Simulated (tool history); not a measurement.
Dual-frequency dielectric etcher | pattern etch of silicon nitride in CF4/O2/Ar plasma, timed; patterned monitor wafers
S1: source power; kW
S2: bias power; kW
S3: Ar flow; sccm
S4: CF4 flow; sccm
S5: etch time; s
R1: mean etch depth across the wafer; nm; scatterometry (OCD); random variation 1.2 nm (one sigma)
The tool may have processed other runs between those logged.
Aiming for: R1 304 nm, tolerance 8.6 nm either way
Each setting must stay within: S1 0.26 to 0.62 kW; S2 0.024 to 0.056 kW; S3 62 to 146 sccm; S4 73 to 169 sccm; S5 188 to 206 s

run 1 hour=0 | S1=0.44 S2=0.04 S3=104 S4=121 S5=206 | R1=362.34
run 2 hour=4.2 | S1=0.44 S2=0.04 S3=104 S4=121 S5=188 | R1=329.87
run 3 hour=9.1 | S1=0.49 S2=0.04 S3=104 S4=121 S5=188 | R1=358.62
run 4 hour=15.2 | S1=0.49 S2=0.035 S3=104 S4=121 S5=188 | R1=344.67
run 5 hour=19.3 | S1=0.48 S2=0.035 S3=104 S4=121 S5=188 | R1=341.06
-- hour=20.2 bias power generator calibrated
run 6 hour=20.2 | S1=0.48 S2=0.035 S3=104 S4=102 S5=188 | R1=332.47
run 7 hour=21.3 | S1=0.47 S2=0.035 S3=104 S4=102 S5=188 | R1=327.8
run 8 hour=25.9 | S1=0.46 S2=0.035 S3=104 S4=102 S5=188 | R1=321.42

Exercise: of the 5 proposed moves below, exactly one satisfies all targets within the stated allowed misses. Which move is it?
run A hour=30.5 | S1=0.37 S2=0.042 S3=113 S4=123 S5=199.5 | R1=?
run B hour=30.5 | S1=0.41 S2=0.039 S3=106 S4=128 S5=199.5 | R1=?
run C hour=30.5 | S1=0.5 S2=0.033 S3=115 S4=102 S5=195.5 | R1=?
run D hour=30.5 | S1=0.48 S2=0.034 S3=111 S4=101 S5=193.5 | R1=?
run E hour=30.5 | S1=0.45 S2=0.037 S3=106 S4=120 S5=195 | R1=?

move=A R1=303.17
move=B R1=326.77
move=C R1=346.29
move=D R1=335.59
move=E R1=337.21
A: meets every target
B: the biggest miss grows against the last run
C: the biggest miss grows against the last run
D: the biggest miss grows against the last run
E: the biggest miss grows against the last run
Move A is the one to make.

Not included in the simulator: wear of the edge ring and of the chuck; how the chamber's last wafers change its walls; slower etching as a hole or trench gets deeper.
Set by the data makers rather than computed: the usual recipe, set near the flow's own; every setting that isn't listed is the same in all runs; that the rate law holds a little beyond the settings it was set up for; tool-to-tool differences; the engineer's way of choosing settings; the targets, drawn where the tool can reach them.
